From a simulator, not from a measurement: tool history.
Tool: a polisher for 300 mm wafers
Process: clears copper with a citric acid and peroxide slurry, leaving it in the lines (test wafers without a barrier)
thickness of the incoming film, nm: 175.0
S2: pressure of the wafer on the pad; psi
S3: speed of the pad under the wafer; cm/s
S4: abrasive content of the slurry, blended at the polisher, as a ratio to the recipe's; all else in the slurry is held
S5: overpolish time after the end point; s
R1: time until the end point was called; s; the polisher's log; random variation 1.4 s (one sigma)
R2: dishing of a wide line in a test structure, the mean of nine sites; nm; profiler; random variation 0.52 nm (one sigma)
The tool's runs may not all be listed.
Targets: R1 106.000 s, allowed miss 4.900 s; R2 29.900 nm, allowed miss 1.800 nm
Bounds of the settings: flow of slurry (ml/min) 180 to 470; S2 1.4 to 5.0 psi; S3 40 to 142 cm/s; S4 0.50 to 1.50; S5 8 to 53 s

{"run": 1, "hour": 0.0, "flow of slurry (ml/min)": 300, "S2": 3.2, "S3": 90, "S4": 1.0, "S5": 27, "R1": 93.875, "R2": 40.895}
{"run": 2, "hour": 2.8, "flow of slurry (ml/min)": 300, "S2": 3.1, "S3": 90, "S4": 1.0, "S5": 26, "R1": 95.235, "R2": 38.632}
{"run": 3, "hour": 4.0, "flow of slurry (ml/min)": 335, "S2": 3.1, "S3": 90, "S4": 1.0, "S5": 26, "R1": 96.753, "R2": 38.04}
{"run": 4, "hour": 6.8, "flow of slurry (ml/min)": 335, "S2": 3.0, "S3": 90, "S4": 1.0, "S5": 25, "R1": 95.114, "R2": 34.375}
{"run": 5, "hour": 8.9, "flow of slurry (ml/min)": 335, "S2": 2.9, "S3": 90, "S4": 1.0, "S5": 25, "R1": 103.09, "R2": 35.349}
{"run": 6, "hour": 17.1, "flow of slurry (ml/min)": 335, "S2": 2.9, "S3": 90, "S4": 1.0, "S5": 31, "R1": 101.07, "R2": 41.84}
{"run": 7, "hour": 24.9, "flow of slurry (ml/min)": 335, "S2": 2.9, "S3": 90, "S4": 1.0, "S5": 29, "R1": 100.11, "R2": 39.723}
{"run": 8, "hour": 31.0, "flow of slurry (ml/min)": 340, "S2": 2.9, "S3": 90, "S4": 1.0, "S5": 28, "R1": 102.35, "R2": 37.981}
{"run": 9, "hour": 39.4, "flow of slurry (ml/min)": 340, "S2": 2.9, "S3": 90, "S4": 1.0, "S5": 27, "R1": 101.47, "R2": 37.117}
{"run": 10, "hour": 45.1, "flow of slurry (ml/min)": 340, "S2": 2.9, "S3": 90, "S4": 1.0, "S5": 27, "R1": 101.88, "R2": 36.978}
{"run": 11, "hour": 46.5, "flow of slurry (ml/min)": 340, "S2": 2.9, "S3": 90, "S4": 1.0, "S5": 26, "R1": 102.81, "R2": 36.318}
{"run": 12, "hour": 54.5, "flow of slurry (ml/min)": 340, "S2": 2.9, "S3": 90, "S4": 1.0, "S5": 25, "R1": 102.02, "R2": 34.789}
{"run": 13, "hour": 57.1, "flow of slurry (ml/min)": 340, "S2": 2.9, "S3": 90, "S4": 1.0, "S5": 24, "R1": 103.04, "R2": 33.797}
{"run": 14, "hour": 64.9, "flow of slurry (ml/min)": 340, "S2": 2.9, "S3": 90, "S4": 1.0, "S5": 23, "R1": 102.03, "R2": 32.169}

Which of these 5 next moves meets every target?
{"run": "A", "hour": 72.7, "flow of slurry (ml/min)": 470, "S2": 2.9, "S3": 80, "S4": 1.2, "S5": 22, "R1": "?", "R2": "?"}
{"run": "B", "hour": 72.7, "flow of slurry (ml/min)": 305, "S2": 2.7, "S3": 92, "S4": 1.05, "S5": 26, "R1": "?", "R2": "?"}
{"run": "C", "hour": 72.7, "flow of slurry (ml/min)": 305, "S2": 2.5, "S3": 88, "S4": 1.05, "S5": 30, "R1": "?", "R2": "?"}
{"run": "D", "hour": 72.7, "flow of slurry (ml/min)": 340, "S2": 2.9, "S3": 88, "S4": 0.95, "S5": 25, "R1": "?", "R2": "?"}
{"run": "E", "hour": 72.7, "flow of slurry (ml/min)": 315, "S2": 2.7, "S3": 112, "S4": 0.85, "S5": 16, "R1": "?", "R2": "?"}

move=A R1=105.980 R2=29.588
move=B R1=105.570 R2=34.383
move=C R1=118.680 R2=35.075
move=D R1=105.110 R2=33.431
move=E R1=92.508 R2=24.975
A: meets every target
B: further off than the last run
C: further off than the last run
D: further off than the last run
E: takes the result that was furthest off past its target
Answer: A
